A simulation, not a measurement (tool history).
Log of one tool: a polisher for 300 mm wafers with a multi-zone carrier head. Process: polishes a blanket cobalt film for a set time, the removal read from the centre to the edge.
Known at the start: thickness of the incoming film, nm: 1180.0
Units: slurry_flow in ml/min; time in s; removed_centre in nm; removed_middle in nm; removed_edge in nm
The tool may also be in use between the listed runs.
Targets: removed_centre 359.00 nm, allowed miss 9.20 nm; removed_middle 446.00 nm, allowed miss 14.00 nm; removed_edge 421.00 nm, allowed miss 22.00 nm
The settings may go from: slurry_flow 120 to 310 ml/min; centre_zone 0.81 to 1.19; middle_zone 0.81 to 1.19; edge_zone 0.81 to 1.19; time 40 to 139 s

run	hour	slurry_flow	centre_zone	middle_zone	edge_zone	time	removed_centre	removed_middle	removed_edge
1	0.0	200	1.00	1.00	1.00	89	339.90	343.57	341.06
2	4.5	200	1.00	1.06	1.00	89	341.27	357.92	337.90
3	12.4	205	0.99	1.07	1.02	90	339.48	366.04	347.00
4	19.7	210	0.98	1.08	1.04	91	338.90	375.44	351.90
5	28.2	215	0.97	1.09	1.06	92	341.37	376.95	361.79
6	29.6	215	0.97	1.09	1.13	92	348.00	381.94	382.48
7	36.6	220	0.96	1.10	1.14	93	348.92	387.24	378.19
8	41.2	220	0.95	1.11	1.15	94	348.12	401.30	382.99
9	43.4	220	0.94	1.11	1.16	95	346.66	399.53	389.04
10	46.5	220	0.93	1.12	1.16	96	342.49	410.03	397.87
11	54.8	225	0.93	1.13	1.16	96	349.63	408.67	398.96
12	61.8	225	0.93	1.14	1.16	97	353.93	420.42	408.41
13	62.9	225	0.93	1.15	1.16	97	344.29	423.06	399.42

Which of these 5 next moves meets every target?
A	64.0	205	0.88	1.11	1.06	106	?	?	?
B	64.0	215	0.83	1.19	1.09	100	?	?	?
C	64.0	210	0.84	1.16	1.14	106	?	?	?
D	64.0	250	0.95	1.14	1.14	95	?	?	?
E	64.0	240	0.97	1.13	1.11	89	?	?	?

move	removed_centre	removed_middle	removed_edge
A	351.18	440.22	419.25
B	315.00	444.23	402.80
C	336.57	458.95	435.87
D	350.62	414.69	397.78
E	333.51	383.56	366.23
A: meets every target
B: brings the result that was furthest off to its target, and leaves another outside
C: brings the result that was furthest off to its target, and leaves another outside
D: further off than the last run
E: further off than the last run
Move A is the one to make.
